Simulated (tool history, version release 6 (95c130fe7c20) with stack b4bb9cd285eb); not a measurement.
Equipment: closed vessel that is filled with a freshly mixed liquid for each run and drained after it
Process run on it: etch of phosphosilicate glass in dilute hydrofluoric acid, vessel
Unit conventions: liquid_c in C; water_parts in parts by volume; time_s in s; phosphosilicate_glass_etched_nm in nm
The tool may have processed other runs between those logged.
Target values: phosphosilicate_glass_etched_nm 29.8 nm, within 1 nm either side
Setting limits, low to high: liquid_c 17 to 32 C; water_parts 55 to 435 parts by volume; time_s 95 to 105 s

run,hour,liquid_c,water_parts,time_s,phosphosilicate_glass_etched_nm
1,0,24,245,95,33.55
2,6.4,23.5,245,95,32.892
3,12.7,23.5,320,95,23.221
4,13.8,20.5,320,95,20.921
5,15.7,20.5,320,95,21.262
6,24.6,21.5,320,95,21.616
# hour 30.4: hydrofluoric acid flow meter replaced
7,30.4,22.5,320,95,25.458
8,34.4,23,320,95,25.936

Exercise: of the 4 proposed moves below, exactly one satisfies all targets within the stated allowed misses. Which move is it?
A,38.4,23,320,100,?
B,38.4,17,255,95,?
C,38.4,24.5,330,100,?
D,38.4,23.5,315,105,?

move,phosphosilicate_glass_etched_nm
A,26.913
B,27.289
C,27.218
D,29.348
A: closer than the last run, but not yet in spec
B: closer than the last run, but not yet in spec
C: closer than the last run, but not yet in spec
D: every result lands within tolerance
Correct choice: D, which meets every target
